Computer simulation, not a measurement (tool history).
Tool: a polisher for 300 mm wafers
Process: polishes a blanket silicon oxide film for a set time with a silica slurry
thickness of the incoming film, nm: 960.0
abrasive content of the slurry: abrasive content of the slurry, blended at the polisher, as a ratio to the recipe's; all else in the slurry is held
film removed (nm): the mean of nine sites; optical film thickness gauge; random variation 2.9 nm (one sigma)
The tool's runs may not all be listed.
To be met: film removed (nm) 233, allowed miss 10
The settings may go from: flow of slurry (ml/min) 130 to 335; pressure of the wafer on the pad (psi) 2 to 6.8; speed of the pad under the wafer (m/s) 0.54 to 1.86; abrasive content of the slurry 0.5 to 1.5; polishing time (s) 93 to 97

| run | hour | flow of slurry (ml/min) | pressure of the wafer on the pad (psi) | speed of the pad under the wafer (m/s) | abrasive content of the slurry | polishing time (s) | film removed (nm) |
|---|---|---|---|---|---|---|---|
| 1 | 0 | 215 | 4.4 | 1.18 | 1 | 93 | 291.77 |
| 2 | 8.8 | 215 | 4.1 | 1.18 | 1 | 93 | 267.67 |
| 3 | 16.6 | 215 | 4.1 | 1.06 | 1 | 93 | 245.49 |
| 4 | 18.7 | 215 | 3.3 | 1.06 | 1 | 93 | 205.83 |
| 5 | 26.8 | 215 | 3.3 | 0.9 | 1 | 93 | 186.19 |
| 6 | 32.7 | 215 | 3.3 | 0.72 | 1 | 93 | 152.55 |
| 7 | 40.8 | 215 | 4 | 0.74 | 1 | 93 | 184.28 |
| 8 | 43.3 | 215 | 4.3 | 0.74 | 1 | 93 | 197.84 |
| 9 | 43.9 | 215 | 4.5 | 0.74 | 1 | 93 | 200.7 |

Which of these 4 next moves meets every target?
| A | 44.5 | 225 | 4 | 0.86 | 0.75 | 93 | ? |
| B | 44.5 | 225 | 5.1 | 0.66 | 0.75 | 97 | ? |
| C | 44.5 | 210 | 5.2 | 0.7 | 1.05 | 97 | ? |
| D | 44.5 | 175 | 4 | 1.08 | 0.85 | 93 | ? |

| move | film removed (nm) |
|---|---|
| A | 165.93 |
| B | 170.11 |
| C | 225.44 |
| D | 211.19 |
A: further off than the last run
B: further off than the last run
C: meets every target
D: nearer than the last run, and not there yet
The right move is C.

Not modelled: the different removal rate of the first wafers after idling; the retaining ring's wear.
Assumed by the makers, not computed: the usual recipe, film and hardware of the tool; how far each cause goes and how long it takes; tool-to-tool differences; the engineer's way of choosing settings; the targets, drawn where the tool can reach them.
